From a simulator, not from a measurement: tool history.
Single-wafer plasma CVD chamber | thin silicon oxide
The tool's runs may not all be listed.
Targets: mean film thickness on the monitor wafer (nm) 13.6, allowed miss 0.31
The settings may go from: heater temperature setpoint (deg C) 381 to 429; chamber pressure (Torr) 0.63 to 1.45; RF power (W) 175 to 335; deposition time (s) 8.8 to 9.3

run	hour	heater temperature setpoint (deg C)	chamber pressure (Torr)	RF power (W)	deposition time (s)	mean film thickness on the monitor wafer (nm)
1	0	405	1.04	255	9.3	18.753
2	8.7	405	0.95	250	9.3	16.752
3	13.3	405	0.9	250	9.3	15.555
4	18.5	405	0.9	250	8.8	14.76
5	20.4	405	0.9	265	8.8	15.256
6	25.2	405	0.88	265	8.8	14.793
7	27.6	405	0.88	265	8.8	14.742
8	34.6	405	0.86	265	8.8	14.206
9	35.3	405	0.8	265	8.8	12.681
10	41.2	405	0.81	265	8.8	12.943
11	43.5	405	0.82	265	8.8	13.214

Which of these 4 next moves meets every target?
A	45.8	401	0.84	215	9.1	?
B	45.8	389	0.77	280	9.1	?
C	45.8	404	0.84	260	8.8	?
D	45.8	392	0.84	230	9	?

move	mean film thickness on the monitor wafer (nm)
A	12.615
B	12.721
C	13.643
D	13.098
A: further off than the last run
B: further off than the last run
C: meets every target
D: further off than the last run
Answer: C
